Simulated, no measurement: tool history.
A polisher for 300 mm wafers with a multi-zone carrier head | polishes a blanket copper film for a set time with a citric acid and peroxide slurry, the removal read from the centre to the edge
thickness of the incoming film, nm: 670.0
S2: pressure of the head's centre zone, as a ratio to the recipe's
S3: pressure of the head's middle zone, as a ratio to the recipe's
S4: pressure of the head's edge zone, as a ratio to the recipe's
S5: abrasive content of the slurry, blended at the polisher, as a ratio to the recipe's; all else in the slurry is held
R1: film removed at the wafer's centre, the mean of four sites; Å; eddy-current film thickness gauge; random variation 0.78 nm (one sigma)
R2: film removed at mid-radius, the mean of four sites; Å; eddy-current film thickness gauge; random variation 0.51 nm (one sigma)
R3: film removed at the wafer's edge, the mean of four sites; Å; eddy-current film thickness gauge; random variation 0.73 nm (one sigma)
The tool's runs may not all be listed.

{"run": 1, "day": 0.0, "flow of slurry (ml/min)": 155, "S2": 1.0, "S3": 1.0, "S4": 1.0, "S5": 1.0, "polishing time (s)": 34, "R1": 562.29, "R2": 615.95, "R3": 598.79}
{"run": 2, "day": 0.083, "flow of slurry (ml/min)": 155, "S2": 0.94, "S3": 1.0, "S4": 1.0, "S5": 1.0, "polishing time (s)": 34, "R1": 524.46, "R2": 614.76, "R3": 601.12}
{"run": 3, "day": 0.112, "flow of slurry (ml/min)": 155, "S2": 0.94, "S3": 0.95, "S4": 1.0, "S5": 1.0, "polishing time (s)": 34, "R1": 524.94, "R2": 583.32, "R3": 603.16}
{"run": 4, "day": 0.3, "flow of slurry (ml/min)": 150, "S2": 0.98, "S3": 0.92, "S4": 0.96, "S5": 0.95, "polishing time (s)": 34, "R1": 527.41, "R2": 550.1, "R3": 567.1}
{"run": 5, "day": 0.346, "flow of slurry (ml/min)": 150, "S2": 0.98, "S3": 0.92, "S4": 0.96, "S5": 0.75, "polishing time (s)": 34, "R1": 499.41, "R2": 524.36, "R3": 543.19}
{"run": 6, "day": 0.579, "flow of slurry (ml/min)": 190, "S2": 0.98, "S3": 0.92, "S4": 0.96, "S5": 0.75, "polishing time (s)": 34, "R1": 536.38, "R2": 559.17, "R3": 568.2}
{"run": 7, "day": 0.8, "flow of slurry (ml/min)": 185, "S2": 1.01, "S3": 0.9, "S4": 0.95, "S5": 0.75, "polishing time (s)": 34, "R1": 551.69, "R2": 532.77, "R3": 564.73}
{"run": 8, "day": 0.858, "flow of slurry (ml/min)": 180, "S2": 1.03, "S3": 0.89, "S4": 0.93, "S5": 0.75, "polishing time (s)": 34, "R1": 559.47, "R2": 524.64, "R3": 552.4}
{"day": 0.896, "done": "centre zone pressure recalibrated"}
{"run": 9, "day": 0.896, "flow of slurry (ml/min)": 175, "S2": 1.04, "S3": 0.88, "S4": 0.92, "S5": 0.75, "polishing time (s)": 34, "R1": 645.52, "R2": 515.44, "R3": 553.37}
{"run": 10, "day": 1.054, "flow of slurry (ml/min)": 170, "S2": 1.03, "S3": 0.88, "S4": 0.92, "S5": 0.75, "polishing time (s)": 34, "R1": 628.45, "R2": 519.31, "R3": 552.91}

Forecast run 11:
{"run": 11, "day": 1.167, "flow of slurry (ml/min)": 165, "S2": 1.02, "S3": 0.88, "S4": 0.92, "S5": 0.75, "polishing time (s)": 34, "R1": "?", "R2": "?", "R3": "?"}

{"run 11": {"R1": 597.79, "R2": 522.13, "R3": 546.86}}

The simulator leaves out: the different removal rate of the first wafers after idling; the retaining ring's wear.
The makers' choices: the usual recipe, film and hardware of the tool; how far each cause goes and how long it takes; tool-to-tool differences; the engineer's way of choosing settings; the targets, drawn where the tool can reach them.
